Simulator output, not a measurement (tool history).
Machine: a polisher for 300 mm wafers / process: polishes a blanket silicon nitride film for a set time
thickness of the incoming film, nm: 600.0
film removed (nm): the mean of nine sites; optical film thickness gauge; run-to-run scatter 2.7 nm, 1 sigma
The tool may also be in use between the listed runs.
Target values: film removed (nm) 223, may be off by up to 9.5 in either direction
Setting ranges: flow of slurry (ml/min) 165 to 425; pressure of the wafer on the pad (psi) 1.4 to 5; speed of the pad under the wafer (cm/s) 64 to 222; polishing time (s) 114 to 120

| run | hour | flow of slurry (ml/min) | pressure of the wafer on the pad (psi) | speed of the pad under the wafer (cm/s) | polishing time (s) | film removed (nm) |
|---|---|---|---|---|---|---|
| 1 | 0 | 275 | 3.2 | 142 | 114 | 275.75 |
| 2 | 8.5 | 230 | 3.2 | 142 | 114 | 263.33 |
| 3 | 11.8 | 225 | 3.1 | 142 | 114 | 261.71 |
| 4 | 13.9 | 225 | 3 | 142 | 114 | 252.97 |
| 5 | 14.9 | 225 | 3 | 164 | 114 | 288.92 |
| 6 | 22.4 | 225 | 2.9 | 164 | 114 | 279.7 |
| 7 | 23.9 | 225 | 2.8 | 164 | 114 | 269.48 |
| 8 | 24.8 | 225 | 2.7 | 164 | 114 | 257.92 |

5 next moves are on the table. One of them brings every result within its allowed miss. Which?
| A | 25.7 | 205 | 2.5 | 136 | 114 | ? |
| B | 25.7 | 245 | 2.2 | 168 | 114 | ? |
| C | 25.7 | 195 | 3.1 | 132 | 114 | ? |
| D | 25.7 | 230 | 2.9 | 146 | 114 | ? |
| E | 25.7 | 235 | 2.3 | 144 | 114 | ? |

| move | film removed (nm) |
|---|---|
| A | 208.06 |
| B | 223.9 |
| C | 244.5 |
| D | 253.23 |
| E | 204.93 |
A: takes the biggest miss from the last run beyond its target
B: hits every target within its allowed miss
C: closer than the last run, but not yet in spec
D: closer than the last run, but not yet in spec
E: takes the biggest miss from the last run beyond its target
Correct choice: B, which meets every target
